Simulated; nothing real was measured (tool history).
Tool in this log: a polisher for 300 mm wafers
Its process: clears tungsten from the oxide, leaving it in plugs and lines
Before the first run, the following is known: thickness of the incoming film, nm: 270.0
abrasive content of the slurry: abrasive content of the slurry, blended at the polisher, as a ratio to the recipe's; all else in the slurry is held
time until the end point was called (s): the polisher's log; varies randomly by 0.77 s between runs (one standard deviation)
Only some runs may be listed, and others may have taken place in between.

run  hour  flow of slurry (ml/min)  pressure of the wafer on the pad (psi)  speed of the pad under the wafer (cm/s)  abrasive content of the slurry  overpolish time after the end point (s)  time until the end point was called (s)
  1     0                      140                                     4.5                                      118                               1                                       19                                   49.185
  2   1.4                      140                                     4.5                                      118                             0.9                                       19                                   51.474
  3   7.9                      140                                     4.5                                      118                             0.9                                       20                                    51.11
  4  15.4                      140                                     4.5                                      118                             1.1                                       20                                   49.466
  5  20.4                      140                                     4.5                                      118                             1.1                                       19                                   48.545
  6  27.9                      140                                     4.5                                      140                             1.1                                       19                                   41.586
  7  35.6                      140                                     4.2                                      140                             1.1                                       19                                   43.366
  8  42.9                      140                                     3.9                                      140                             1.1                                       19                                   48.184
  9  46.2                      140                                     3.7                                      140                             1.1                                       19                                   50.841
 10    49                      140                                     3.6                                      140                             1.1                                       19                                   51.286

Run 11 comes next. What will it give?
 11    58                      140                                     3.5                                      140                             1.1                                       19                                        ?

{"run 11": {"time until the end point was called (s)": 52.557}}
